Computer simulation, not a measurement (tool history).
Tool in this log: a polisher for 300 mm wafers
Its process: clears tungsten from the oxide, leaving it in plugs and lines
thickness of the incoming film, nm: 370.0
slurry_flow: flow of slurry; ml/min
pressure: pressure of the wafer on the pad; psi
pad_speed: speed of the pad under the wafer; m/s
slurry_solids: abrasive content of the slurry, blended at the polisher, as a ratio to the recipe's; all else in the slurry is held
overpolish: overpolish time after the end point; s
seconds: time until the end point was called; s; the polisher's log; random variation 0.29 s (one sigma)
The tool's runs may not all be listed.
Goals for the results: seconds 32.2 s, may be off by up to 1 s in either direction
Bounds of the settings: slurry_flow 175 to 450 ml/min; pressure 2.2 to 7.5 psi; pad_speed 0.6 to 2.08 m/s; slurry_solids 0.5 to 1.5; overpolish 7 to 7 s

run  hour  slurry_flow  pressure  pad_speed  slurry_solids  overpolish  seconds
  1     0          290       4.8       1.34              1           7   38.198
  2   4.1          290       4.8       1.34              1           7   37.732
  3  10.7          290         5       1.34              1           7   36.302
  4    15          290       5.2       1.34              1           7     34.5
  5  23.2          290       5.2       1.18              1           7   38.033
  6    26          290       5.2       1.18            1.1           7   37.449
  7    33          290       5.4       1.18            1.1           7   36.264
  8  35.6          290       5.6       1.18            1.1           7   34.921
  9  43.7          290       5.7       1.18            1.1           7   34.377
 10  46.4          290       5.8       1.18            1.1           7   33.539

Exercise: of the 4 proposed moves below, exactly one satisfies all targets within the stated allowed misses. Which move is it?
  A  49.1          200       4.9       1.86            0.9           7        ?
  B  49.1          295       5.5       1.24            1.1           7        ?
  C  49.1          290       6.7       0.92              1           7        ?
  D  49.1          265       5.6       1.28            1.2           7        ?

move  seconds
   A   29.894
   B    34.15
   C   35.612
   D   32.572
A: the result that was furthest off in the last run now lies on the other side of its target
B: lands further from the targets than the last run did
C: lands further from the targets than the last run did
D: every result within its allowed miss
So the answer is move D, the one that meets all the targets.
